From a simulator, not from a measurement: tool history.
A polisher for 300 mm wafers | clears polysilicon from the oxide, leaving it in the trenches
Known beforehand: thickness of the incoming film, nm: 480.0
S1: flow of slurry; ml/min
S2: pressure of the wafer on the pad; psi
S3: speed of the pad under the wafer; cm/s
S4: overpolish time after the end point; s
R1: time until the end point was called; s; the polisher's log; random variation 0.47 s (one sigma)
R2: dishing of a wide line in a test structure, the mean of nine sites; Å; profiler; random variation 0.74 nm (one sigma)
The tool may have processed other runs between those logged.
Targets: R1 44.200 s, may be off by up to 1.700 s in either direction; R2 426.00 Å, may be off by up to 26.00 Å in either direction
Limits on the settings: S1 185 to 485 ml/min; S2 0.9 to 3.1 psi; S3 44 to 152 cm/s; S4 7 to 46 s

run	hour	S1	S2	S3	S4	R1	R2
1	0.0	310	2.0	98	24	44.894	607.66
2	4.7	310	1.7	98	24	51.701	607.28
3	11.7	310	1.7	98	32	51.878	644.26
4	19.9	310	1.9	92	26	50.877	625.39
5	24.4	310	1.9	92	34	49.284	637.85
6	29.2	310	1.9	92	40	48.601	632.90
7	33.2	305	2.2	82	32	48.245	620.63
8	39.6	275	2.4	76	26	48.458	625.67
9	40.9	365	1.8	104	15	45.846	591.14
10	44.2	395	1.8	102	13	47.088	542.33
11	49.0	420	2.0	96	11	44.280	517.19
12	56.2	435	2.1	90	10	43.727	521.28
13	60.5	450	2.2	84	9	45.290	486.43
14	68.5	460	2.3	78	8	46.207	448.26
15	70.7	465	2.3	78	8	46.456	439.98
16	75.9	470	2.3	78	8	45.942	436.25
17	81.6	475	2.3	78	8	47.642	430.32
18	84.2	475	2.4	78	8	44.603	455.60
19	86.3	480	2.5	76	8	44.667	466.53

Exactly one of the 4 candidate moves below puts every result within its allowed miss. Which one?
A	88.4	480	2.3	80	12	?	?
B	88.4	440	2.0	96	16	?	?
C	88.4	460	2.6	70	13	?	?
D	88.4	485	2.0	94	7	?	?

move	R1	R2
A	45.615	512.12
B	44.044	560.83
C	46.133	523.99
D	44.686	405.28
A: moves away from the targets compared with the last run
B: moves away from the targets compared with the last run
C: moves away from the targets compared with the last run
D: every result lands within tolerance
Answer: D
